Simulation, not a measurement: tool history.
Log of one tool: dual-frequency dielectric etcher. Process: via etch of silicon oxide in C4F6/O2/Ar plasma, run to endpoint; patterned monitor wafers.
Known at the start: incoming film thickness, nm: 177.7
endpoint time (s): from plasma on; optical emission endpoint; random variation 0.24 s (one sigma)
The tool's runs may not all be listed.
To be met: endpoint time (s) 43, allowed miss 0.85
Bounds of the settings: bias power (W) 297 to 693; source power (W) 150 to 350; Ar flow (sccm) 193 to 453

run	hour	bias power (W)	source power (W)	Ar flow (sccm)	endpoint time (s)
1	0	495	250	323	48.907
2	8.3	495	240	323	48.832
3	13	495	240	287	48.537
4	16.1	455	240	287	50.202
5	20.2	416	240	287	51.76
6	21.6	442	240	286	51.06
7	29.4	465	240	285	49.876
8	33.2	486	240	284	49.27
9	38.5	507	240	284	48.463
10	40.5	525	240	283	47.532
11	47.5	624	250	280	44.529
12	55.1	630	250	280	43.959

5 next moves are on the table. One of them brings every result within its allowed miss. Which?
A	62.7	621	250	302	?
B	62.7	593	230	267	?
C	62.7	608	250	327	?
D	62.7	618	240	268	?
E	62.7	677	250	313	?

move	endpoint time (s)
A	44.377
B	45.616
C	45.045
D	44.457
E	43.08
A: further off than the last run
B: further off than the last run
C: further off than the last run
D: further off than the last run
E: meets every target
The right move is E.
